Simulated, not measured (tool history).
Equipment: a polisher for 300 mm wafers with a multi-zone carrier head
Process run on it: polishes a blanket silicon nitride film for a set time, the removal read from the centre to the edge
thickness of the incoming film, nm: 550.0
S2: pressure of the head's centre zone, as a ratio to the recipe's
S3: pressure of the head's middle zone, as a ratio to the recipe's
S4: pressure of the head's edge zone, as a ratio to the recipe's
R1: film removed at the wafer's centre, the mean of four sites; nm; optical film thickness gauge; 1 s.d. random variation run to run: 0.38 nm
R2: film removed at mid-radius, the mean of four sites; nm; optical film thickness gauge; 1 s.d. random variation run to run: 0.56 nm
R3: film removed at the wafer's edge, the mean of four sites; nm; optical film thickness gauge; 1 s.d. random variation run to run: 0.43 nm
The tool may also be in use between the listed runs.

{"run": 1, "hour": 0.0, "flow of slurry (ml/min)": 130, "S2": 1.0, "S3": 1.0, "S4": 1.0, "polishing time (s)": 31, "R1": 48.504, "R2": 49.901, "R3": 51.247}
{"run": 2, "hour": 2.4, "flow of slurry (ml/min)": 135, "S2": 0.99, "S3": 1.02, "S4": 1.01, "polishing time (s)": 31, "R1": 48.203, "R2": 51.585, "R3": 51.749}
{"run": 3, "hour": 3.0, "flow of slurry (ml/min)": 140, "S2": 0.98, "S3": 1.03, "S4": 1.02, "polishing time (s)": 31, "R1": 48.438, "R2": 52.717, "R3": 52.581}
{"run": 4, "hour": 5.2, "flow of slurry (ml/min)": 115, "S2": 0.98, "S3": 1.03, "S4": 1.02, "polishing time (s)": 31, "R1": 45.261, "R2": 49.551, "R3": 50.604}
{"run": 5, "hour": 8.4, "flow of slurry (ml/min)": 120, "S2": 0.97, "S3": 1.04, "S4": 1.03, "polishing time (s)": 31, "R1": 45.003, "R2": 50.873, "R3": 50.783}
{"run": 6, "hour": 12.4, "flow of slurry (ml/min)": 125, "S2": 0.96, "S3": 1.05, "S4": 1.04, "polishing time (s)": 31, "R1": 45.802, "R2": 51.97, "R3": 51.943}
{"run": 7, "hour": 13.6, "flow of slurry (ml/min)": 130, "S2": 0.95, "S3": 1.06, "S4": 1.05, "polishing time (s)": 31, "R1": 46.017, "R2": 53.422, "R3": 52.421}
{"run": 8, "hour": 15.6, "flow of slurry (ml/min)": 135, "S2": 0.94, "S3": 1.07, "S4": 1.06, "polishing time (s)": 31, "R1": 45.961, "R2": 53.526, "R3": 52.967}
{"run": 9, "hour": 23.7, "flow of slurry (ml/min)": 140, "S2": 0.94, "S3": 1.08, "S4": 1.06, "polishing time (s)": 31, "R1": 45.973, "R2": 53.49, "R3": 52.443}
{"run": 10, "hour": 24.6, "flow of slurry (ml/min)": 145, "S2": 0.93, "S3": 1.09, "S4": 1.07, "polishing time (s)": 31, "R1": 45.538, "R2": 55.366, "R3": 53.713}

Run 11, settings as shown, results not yet in. Your forecast:
{"run": 11, "hour": 26.1, "flow of slurry (ml/min)": 150, "S2": 0.93, "S3": 1.09, "S4": 1.07, "polishing time (s)": 31, "R1": "?", "R2": "?", "R3": "?"}

Logged for run 11: R1 45.754 nm, R2 55.771 nm, R3 54.203 nm.
